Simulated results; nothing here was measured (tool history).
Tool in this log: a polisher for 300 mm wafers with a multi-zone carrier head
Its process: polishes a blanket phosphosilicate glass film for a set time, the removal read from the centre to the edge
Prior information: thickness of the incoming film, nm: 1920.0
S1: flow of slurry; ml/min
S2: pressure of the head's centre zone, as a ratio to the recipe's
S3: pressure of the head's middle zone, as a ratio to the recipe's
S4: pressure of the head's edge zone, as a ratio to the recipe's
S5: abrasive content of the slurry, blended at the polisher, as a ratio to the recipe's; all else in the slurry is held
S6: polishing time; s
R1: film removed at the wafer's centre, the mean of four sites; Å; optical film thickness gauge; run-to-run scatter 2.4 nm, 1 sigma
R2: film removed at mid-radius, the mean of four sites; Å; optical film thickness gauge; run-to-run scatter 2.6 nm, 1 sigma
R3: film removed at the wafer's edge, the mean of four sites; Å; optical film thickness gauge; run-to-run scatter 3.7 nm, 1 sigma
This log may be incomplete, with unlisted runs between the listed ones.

run,day,S1,S2,S3,S4,S5,S6,R1,R2,R3
1,0.000,235,1.00,1.00,1.00,1.00,63,4180.3,4068.8,4218.3
2,0.046,235,1.00,1.04,1.00,1.00,63,4086.4,4371.3,4230.3
3,0.392,235,1.03,1.04,1.00,1.00,63,4269.8,4247.6,4234.4
4,0.475,230,1.00,1.00,0.99,0.90,63,3793.4,3796.5,3901.1
5,0.504,220,0.98,0.97,0.97,0.90,63,3658.7,3742.3,3821.1
6,0.858,220,1.06,0.97,0.97,0.90,63,3993.3,3737.7,3805.5
7,0.992,220,1.04,0.95,0.97,0.85,63,3766.1,3510.0,3664.4

What will run 8 give?
8,1.108,190,0.94,0.85,0.89,0.75,63,?,?,?

Run 8 yielded R1 2964.6 Å, R2 2759.9 Å, R3 3103.5 Å.
